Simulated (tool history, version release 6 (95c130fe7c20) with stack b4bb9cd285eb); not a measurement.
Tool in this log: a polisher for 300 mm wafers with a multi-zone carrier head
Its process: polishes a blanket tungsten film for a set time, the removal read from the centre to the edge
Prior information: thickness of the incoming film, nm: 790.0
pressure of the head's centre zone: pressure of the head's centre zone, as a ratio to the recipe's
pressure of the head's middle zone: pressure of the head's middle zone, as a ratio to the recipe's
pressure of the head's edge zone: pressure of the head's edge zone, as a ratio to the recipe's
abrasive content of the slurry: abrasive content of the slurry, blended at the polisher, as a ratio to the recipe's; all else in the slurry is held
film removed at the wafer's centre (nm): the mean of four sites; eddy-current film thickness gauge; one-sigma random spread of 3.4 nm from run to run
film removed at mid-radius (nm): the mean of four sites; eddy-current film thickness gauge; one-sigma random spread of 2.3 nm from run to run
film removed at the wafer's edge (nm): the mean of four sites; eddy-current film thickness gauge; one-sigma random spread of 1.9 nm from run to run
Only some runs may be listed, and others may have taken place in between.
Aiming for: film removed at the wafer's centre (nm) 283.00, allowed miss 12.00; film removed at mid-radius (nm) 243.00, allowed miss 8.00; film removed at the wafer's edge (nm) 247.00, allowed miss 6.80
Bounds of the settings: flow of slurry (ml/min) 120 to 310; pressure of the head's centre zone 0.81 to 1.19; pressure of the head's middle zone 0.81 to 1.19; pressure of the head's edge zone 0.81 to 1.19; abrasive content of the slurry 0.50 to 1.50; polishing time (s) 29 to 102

| run | hour | flow of slurry (ml/min) | pressure of the head's centre zone | pressure of the head's middle zone | pressure of the head's edge zone | abrasive content of the slurry | polishing time (s) | film removed at the wafer's centre (nm) | film removed at mid-radius (nm) | film removed at the wafer's edge (nm) |
|---|---|---|---|---|---|---|---|---|---|---|
| 1 | 0.0 | 200 | 1.00 | 1.00 | 1.00 | 1.00 | 65 | 214.17 | 207.78 | 218.42 |
| 2 | 2.5 | 210 | 1.03 | 1.01 | 1.01 | 1.05 | 65 | 221.52 | 214.18 | 218.65 |
| 3 | 4.2 | 215 | 1.05 | 1.00 | 1.02 | 1.10 | 65 | 230.40 | 214.91 | 225.13 |
| 4 | 12.6 | 215 | 1.05 | 1.00 | 1.02 | 0.90 | 65 | 223.07 | 206.87 | 216.97 |
| 5 | 15.9 | 215 | 1.05 | 1.00 | 1.02 | 0.90 | 78 | 264.30 | 251.05 | 257.84 |
| 6 | 19.5 | 215 | 1.06 | 1.00 | 1.01 | 0.90 | 78 | 265.86 | 252.35 | 256.07 |
| 7 | 25.8 | 215 | 1.06 | 1.00 | 1.01 | 0.90 | 78 | 266.15 | 246.99 | 259.53 |
| 8 | 29.8 | 215 | 1.07 | 1.00 | 1.00 | 0.90 | 78 | 277.15 | 248.78 | 256.79 |
| 9 | 37.4 | 215 | 1.07 | 1.00 | 0.99 | 0.90 | 78 | 270.44 | 251.69 | 251.54 |
| 10 | 40.9 | 215 | 1.08 | 0.99 | 0.99 | 0.90 | 78 | 271.04 | 244.86 | 256.40 |
| 11 | 46.1 | 215 | 1.09 | 0.99 | 0.98 | 0.90 | 78 | 272.57 | 247.83 | 254.64 |

Exactly one of the 5 candidate moves below puts every result within its allowed miss. Which one?
| A | 51.3 | 210 | 1.04 | 1.07 | 1.03 | 0.90 | 73 | ? | ? | ? |
| B | 51.3 | 225 | 1.02 | 1.10 | 0.87 | 0.75 | 79 | ? | ? | ? |
| C | 51.3 | 220 | 1.16 | 1.03 | 1.00 | 0.70 | 79 | ? | ? | ? |
| D | 51.3 | 210 | 1.06 | 1.03 | 1.06 | 1.05 | 72 | ? | ? | ? |
| E | 51.3 | 250 | 1.19 | 1.06 | 0.93 | 0.90 | 71 | ? | ? | ? |

| move | film removed at the wafer's centre (nm) | film removed at mid-radius (nm) | film removed at the wafer's edge (nm) |
|---|---|---|---|
| A | 244.97 | 247.71 | 243.15 |
| B | 253.50 | 266.35 | 238.77 |
| C | 284.00 | 250.23 | 249.06 |
| D | 253.85 | 245.19 | 250.40 |
| E | 278.95 | 243.97 | 230.13 |
A: the furthest-off result lands on target, but another misses its tolerance
B: carries the result that was furthest off beyond its target, to the other side
C: all results land within tolerance of their targets
D: the furthest-off result lands on target, but another misses its tolerance
E: carries the result that was furthest off beyond its target, to the other side
So the answer is move C, the one that meets all the targets.
